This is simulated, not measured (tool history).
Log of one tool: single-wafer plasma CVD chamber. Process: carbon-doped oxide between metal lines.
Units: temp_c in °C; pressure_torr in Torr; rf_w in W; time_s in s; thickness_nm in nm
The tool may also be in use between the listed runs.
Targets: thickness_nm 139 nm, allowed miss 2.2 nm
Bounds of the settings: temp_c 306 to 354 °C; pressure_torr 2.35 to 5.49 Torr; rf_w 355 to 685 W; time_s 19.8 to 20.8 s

run	hour	temp_c	pressure_torr	rf_w	time_s	thickness_nm
1	0	330	3.92	520	20.8	120.87
2	5.3	327	4.11	530	20.8	125.19
3	14.2	327	4.69	530	20.8	128.52
4	22.9	327	4.69	560	20.8	135.92
5	29.9	336	4.69	560	20.8	130.28
6	37.9	336	4.69	560	20.8	129.74
7	43.6	334	4.74	560	20.8	131.12
8	50.8	332	4.78	560	20.8	133
9	54.1	331	4.81	560	20.8	133.53
10	59	330	4.84	560	20.8	134.25
11	67.7	329	4.87	560	20.8	133.98

5 next moves are on the table. One of them brings every result within its allowed miss. Which?
A	76.4	328	4.91	555	20.2	?
B	76.4	324	5.29	490	20.8	?
C	76.4	332	3.95	590	19.8	?
D	76.4	329	5.2	555	20.5	?
E	76.4	322	5.49	555	20.8	?

move	thickness_nm
A	129.76
B	122.68
C	126.38
D	132.26
E	139.19
A: further off than the last run
B: further off than the last run
C: further off than the last run
D: further off than the last run
E: meets every target
The right move is E.
